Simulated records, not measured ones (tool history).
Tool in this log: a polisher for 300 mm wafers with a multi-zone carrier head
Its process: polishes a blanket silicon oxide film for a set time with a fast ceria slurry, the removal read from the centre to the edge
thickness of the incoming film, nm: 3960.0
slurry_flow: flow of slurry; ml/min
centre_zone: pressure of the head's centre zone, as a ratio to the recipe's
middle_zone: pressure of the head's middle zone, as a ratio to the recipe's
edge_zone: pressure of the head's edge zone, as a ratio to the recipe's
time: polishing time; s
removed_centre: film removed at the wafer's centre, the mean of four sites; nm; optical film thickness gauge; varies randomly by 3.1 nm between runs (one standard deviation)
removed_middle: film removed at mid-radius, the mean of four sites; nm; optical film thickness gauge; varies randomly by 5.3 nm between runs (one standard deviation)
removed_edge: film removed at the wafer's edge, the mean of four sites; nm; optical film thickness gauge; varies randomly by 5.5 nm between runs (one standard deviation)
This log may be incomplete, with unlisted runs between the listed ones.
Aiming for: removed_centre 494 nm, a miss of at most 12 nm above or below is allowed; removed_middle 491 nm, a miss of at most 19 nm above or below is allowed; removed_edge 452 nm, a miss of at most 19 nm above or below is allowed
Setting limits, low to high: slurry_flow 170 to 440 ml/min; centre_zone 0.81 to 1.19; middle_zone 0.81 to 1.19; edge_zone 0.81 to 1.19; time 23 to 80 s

run  hour  slurry_flow  centre_zone  middle_zone  edge_zone  time  removed_centre  removed_middle  removed_edge
  1     0          280            1            1          1    51          555.27          548.04        554.75
  2   3.8          280            1            1          1    63          686.43          668.35        666.44
  3  10.5          340            1            1          1    63          693.43          683.86         679.3
  4  16.2          340         0.97            1          1    63          684.65          692.76        690.65
  5    17          340         0.89            1          1    63           639.1          708.27        679.91
  6  25.3          330         0.91            1       0.96    60          614.34          638.98        636.89
  7    29          320         0.92         1.03       0.93    57          588.47          634.66        587.38
  8  31.6          315         0.92         1.03       0.91    55          564.67           612.1        561.05
  9  36.9          310         0.93         1.02       0.89    53          549.27          577.96        538.34
 10  45.8          305         0.94         1.02       0.87    52          541.43          567.97        533.89
 11  49.3          305         0.96         1.02       0.86    50           530.1          547.36        497.53
 12  55.5          305         0.96         1.02       0.86    50          526.23          550.45        492.81
 13  58.7          305         0.96         1.01       0.85    49          520.98          549.46        487.98
 14  67.1          260         0.98         0.93       0.82    45          478.92          456.45        447.42
 15  70.8          265         0.98         0.94       0.82    45          474.69          460.96        441.17
 16  72.9          270         0.98         0.95       0.82    45           479.9           461.2        433.95
 17  75.9          275         0.98         0.96       0.83    45          479.95          472.52        451.74
 18  83.3          280         0.98         0.97       0.83    45          482.86          482.31        436.73

4 next moves are on the table. One of them brings every result within its allowed miss. Which?
  A  90.7          240         0.94         0.93       0.88    46               ?               ?             ?
  B  90.7          345            1         1.01       0.88    44               ?               ?             ?
  C  90.7          305         1.07         1.01       0.81    43               ?               ?             ?
  D  90.7          345         1.07         1.07       0.81    42               ?               ?             ?

move  removed_centre  removed_middle  removed_edge
   A          461.03           458.6         454.3
   B          483.89          483.29         446.5
   C          494.51          467.01        416.99
   D          489.14          481.49        410.48
A: further off than the last run
B: every result within its allowed miss
C: puts the biggest miss on target and leaves a different result outside tolerance
D: puts the biggest miss on target and leaves a different result outside tolerance
The move that meets every target is B.
